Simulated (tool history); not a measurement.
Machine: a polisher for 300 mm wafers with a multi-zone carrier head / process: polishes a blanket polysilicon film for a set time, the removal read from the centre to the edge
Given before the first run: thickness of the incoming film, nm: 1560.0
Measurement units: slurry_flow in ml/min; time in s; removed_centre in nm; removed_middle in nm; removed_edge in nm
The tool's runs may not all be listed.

run	hour	slurry_flow	centre_zone	middle_zone	edge_zone	time	removed_centre	removed_middle	removed_edge
1	0.0	250	1.00	1.00	1.00	61	545.59	561.87	546.97
2	1.0	260	1.01	1.03	1.02	64	584.37	607.73	578.66
3	3.8	310	1.01	1.03	1.02	64	594.98	609.52	598.21
4	10.1	310	0.94	1.03	1.02	64	567.08	625.67	591.88
5	17.8	310	0.95	1.05	1.02	66	587.45	655.38	614.16
6	18.4	310	0.97	1.07	1.02	68	618.07	677.87	640.26
7	23.0	305	0.98	1.09	1.00	70	654.92	718.96	642.38
8	28.3	305	0.99	1.10	1.01	71	645.77	739.79	655.64
9	34.5	310	1.01	1.11	1.01	72	679.11	750.00	664.17
10	39.9	315	1.02	1.12	1.02	73	695.17	745.16	673.73
# hour 41.3: slurry nozzle cleaned
11	41.3	320	1.02	1.13	1.02	74	717.94	798.98	697.15

Run 12 comes next. What will it give?
12	44.2	325	1.03	1.14	1.03	74	?	?	?

removed_centre: 708.16 nm
removed_middle: 805.02 nm
removed_edge: 701.67 nm
